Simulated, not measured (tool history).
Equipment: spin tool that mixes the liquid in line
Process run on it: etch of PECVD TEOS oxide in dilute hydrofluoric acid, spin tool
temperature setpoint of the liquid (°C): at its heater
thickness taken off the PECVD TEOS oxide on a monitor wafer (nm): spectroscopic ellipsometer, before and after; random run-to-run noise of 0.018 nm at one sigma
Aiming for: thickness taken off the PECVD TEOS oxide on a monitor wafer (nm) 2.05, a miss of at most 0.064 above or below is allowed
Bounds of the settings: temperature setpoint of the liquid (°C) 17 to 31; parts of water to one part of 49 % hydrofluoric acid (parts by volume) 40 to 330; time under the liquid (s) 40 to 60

run,hour,temperature setpoint of the liquid (°C),parts of water to one part of 49 % hydrofluoric acid (parts by volume),time under the liquid (s),thickness taken off the PECVD TEOS oxide on a monitor wafer (nm)
1,0,23,185,60,2.5851
2,3.3,23,145,60,3.4454
3,4.6,24.5,145,60,3.609
4,7.9,23.5,150,60,3.4133
5,12.8,23.5,150,60,3.3758
6,14.1,23.5,180,60,2.7271
7,20.1,23,180,60,2.6252
8,22.6,22.5,180,60,2.6175
9,27.6,22,180,60,2.5869
10,30.7,21.5,180,60,2.5441
11,32.4,21,180,60,2.4196
12,38.2,20.5,180,60,2.3596
13,40.6,20,180,60,2.4115

Which one of the following 4 next-run settings gets every result inside its allowed miss? There is exactly one.
A,43,18.5,185,60,?
B,43,20,190,60,?
C,43,17,185,60,?
D,43,22.5,205,60,?

move,thickness taken off the PECVD TEOS oxide on a monitor wafer (nm)
A,2.1605
B,2.2202
C,2.035
D,2.2295
A: nearer the targets than the last run, but a result is still out of spec
B: nearer the targets than the last run, but a result is still out of spec
C: in spec on every target
D: nearer the targets than the last run, but a result is still out of spec
The move that meets every target is C.
